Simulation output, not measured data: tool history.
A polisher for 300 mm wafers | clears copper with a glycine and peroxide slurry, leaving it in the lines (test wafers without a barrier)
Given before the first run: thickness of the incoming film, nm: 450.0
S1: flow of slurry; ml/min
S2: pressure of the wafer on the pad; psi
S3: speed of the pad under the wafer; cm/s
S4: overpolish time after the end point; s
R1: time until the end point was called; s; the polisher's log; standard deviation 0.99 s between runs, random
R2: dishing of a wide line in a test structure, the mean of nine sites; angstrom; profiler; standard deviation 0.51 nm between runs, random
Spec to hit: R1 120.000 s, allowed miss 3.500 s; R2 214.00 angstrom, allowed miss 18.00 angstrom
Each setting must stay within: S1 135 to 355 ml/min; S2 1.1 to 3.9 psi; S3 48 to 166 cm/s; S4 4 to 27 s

| run | day | S1 | S2 | S3 | S4 | R1 | R2 |
|---|---|---|---|---|---|---|---|
| 1 | 0.000 | 225 | 2.5 | 106 | 14 | 78.281 | 468.55 |
| 2 | 0.271 | 275 | 2.5 | 106 | 14 | 76.896 | 504.82 |
| 3 | 0.533 | 265 | 2.1 | 106 | 11 | 87.237 | 366.33 |
| 4 | 0.650 | 265 | 2.1 | 88 | 11 | 101.970 | 326.73 |
| 5 | 0.979 | 315 | 2.1 | 88 | 11 | 99.939 | 339.43 |
| 6 | 1.296 | 310 | 1.9 | 88 | 9 | 107.980 | 251.08 |
| 7 | 1.533 | 310 | 1.8 | 88 | 9 | 110.860 | 245.32 |
| 8 | 1.558 | 310 | 1.7 | 88 | 9 | 115.760 | 240.22 |

Consider the 4 candidate settings below. Which is the only one whose results all fall within their allowed miss of target?
| A | 1.583 | 325 | 1.7 | 82 | 13 | ? | ? |
| B | 1.583 | 310 | 1.7 | 92 | 12 | ? | ? |
| C | 1.583 | 330 | 1.7 | 98 | 10 | ? | ? |
| D | 1.583 | 295 | 1.4 | 98 | 8 | ? | ? |

| move | R1 | R2 |
|---|---|---|
| A | 119.340 | 324.76 |
| B | 110.310 | 322.86 |
| C | 104.720 | 289.35 |
| D | 120.080 | 211.85 |
A: its largest miss is bigger than the last run's
B: its largest miss is bigger than the last run's
C: its largest miss is bigger than the last run's
D: all results in spec
D is the move that brings every result within its allowed miss.
